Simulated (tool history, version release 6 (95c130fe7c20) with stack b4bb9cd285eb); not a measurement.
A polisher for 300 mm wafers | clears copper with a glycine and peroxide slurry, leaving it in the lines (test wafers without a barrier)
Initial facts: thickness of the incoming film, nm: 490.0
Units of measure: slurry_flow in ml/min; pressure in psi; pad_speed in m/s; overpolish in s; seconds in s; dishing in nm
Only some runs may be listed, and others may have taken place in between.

| run | hour | slurry_flow | pressure | pad_speed | overpolish | seconds | dishing |
|---|---|---|---|---|---|---|---|
| 1 | 0.0 | 125 | 2.3 | 1.18 | 9 | 92.348 | 29.856 |
| 2 | 1.6 | 125 | 2.0 | 1.18 | 9 | 101.520 | 27.026 |
| 3 | 5.0 | 145 | 2.0 | 1.18 | 9 | 97.276 | 29.665 |
| 4 | 8.3 | 145 | 2.0 | 1.18 | 12 | 97.268 | 35.634 |
| 5 | 10.5 | 145 | 2.0 | 1.42 | 12 | 83.513 | 38.287 |
| 6 | 19.3 | 145 | 1.7 | 1.42 | 12 | 90.943 | 36.065 |
| 7 | 27.4 | 135 | 1.7 | 1.42 | 11 | 91.242 | 33.587 |
| 8 | 35.2 | 130 | 1.6 | 1.42 | 10 | 96.750 | 30.563 |

What will run 9 give?
| 9 | 36.3 | 125 | 1.6 | 1.42 | 9 | ? | ? |

Run 9 came out at seconds 98.102 s, dishing 28.471 nm.
